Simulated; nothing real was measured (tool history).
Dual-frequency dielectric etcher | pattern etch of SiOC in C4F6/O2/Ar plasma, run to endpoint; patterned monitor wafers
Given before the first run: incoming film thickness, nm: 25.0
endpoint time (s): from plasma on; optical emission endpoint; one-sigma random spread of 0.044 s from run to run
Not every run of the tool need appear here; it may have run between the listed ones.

| run | hour | bias power (kW) | source power (kW) | endpoint time (s) |
|---|---|---|---|---|
| 1 | 0.0 | 0.650 | 0.360 | 7.7139 |
| 2 | 2.1 | 0.585 | 0.360 | 8.1687 |
| 3 | 6.0 | 0.585 | 0.400 | 7.8208 |
| 4 | 10.8 | 0.695 | 0.400 | 7.1392 |
| 5 | 12.9 | 0.615 | 0.390 | 7.6015 |
| 6 | 16.9 | 0.551 | 0.390 | 8.0789 |

Run 7, settings as shown, results not yet in. Your forecast:
| 7 | 23.5 | 0.551 | 0.390 | ? |

endpoint time (s): 8.0228

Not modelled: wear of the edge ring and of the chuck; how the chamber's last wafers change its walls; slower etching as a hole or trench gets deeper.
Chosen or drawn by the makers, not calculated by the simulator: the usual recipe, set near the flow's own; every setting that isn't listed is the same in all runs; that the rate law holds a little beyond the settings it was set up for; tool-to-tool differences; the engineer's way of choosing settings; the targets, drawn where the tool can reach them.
